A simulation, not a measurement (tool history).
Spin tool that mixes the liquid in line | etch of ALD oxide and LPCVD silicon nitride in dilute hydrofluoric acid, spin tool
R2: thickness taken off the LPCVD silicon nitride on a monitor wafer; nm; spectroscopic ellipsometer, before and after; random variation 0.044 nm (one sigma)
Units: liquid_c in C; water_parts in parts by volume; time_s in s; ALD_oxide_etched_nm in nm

Run 1, hour 0.0: liquid_c 25.0 C, water_parts 60 parts by volume, time_s 45 s. Result: ALD_oxide_etched_nm 17.701 nm, R2 0.45064 nm.
Run 2, hour 1.4: liquid_c 27.0 C, water_parts 60 parts by volume, time_s 45 s. Result: ALD_oxide_etched_nm 19.176 nm, R2 0.49422 nm.
Run 3, hour 2.2: liquid_c 29.0 C, water_parts 60 parts by volume, time_s 45 s. Result: ALD_oxide_etched_nm 20.728 nm, R2 0.56603 nm.
Run 4, hour 5.4: liquid_c 30.0 C, water_parts 60 parts by volume, time_s 45 s. Result: ALD_oxide_etched_nm 21.654 nm, R2 0.61249 nm.
Run 5, hour 6.3: liquid_c 31.5 C, water_parts 60 parts by volume, time_s 45 s. Result: ALD_oxide_etched_nm 22.682 nm, R2 0.73310 nm.
Run 6, hour 14.7: liquid_c 31.5 C, water_parts 70 parts by volume, time_s 45 s. Result: ALD_oxide_etched_nm 19.469 nm, R2 0.60106 nm.
Run 7, hour 15.4: liquid_c 31.5 C, water_parts 65 parts by volume, time_s 45 s. Result: ALD_oxide_etched_nm 21.139 nm, R2 0.67207 nm.

Run 8 comes next. What will it give?
Run 8, hour 20.8: liquid_c 31.5 C, water_parts 60 parts by volume, time_s 45 s. Result: ALD_oxide_etched_nm ?, R2 ?.

{"run 8": {"ALD_oxide_etched_nm": 23.164, "R2": 0.67998}}

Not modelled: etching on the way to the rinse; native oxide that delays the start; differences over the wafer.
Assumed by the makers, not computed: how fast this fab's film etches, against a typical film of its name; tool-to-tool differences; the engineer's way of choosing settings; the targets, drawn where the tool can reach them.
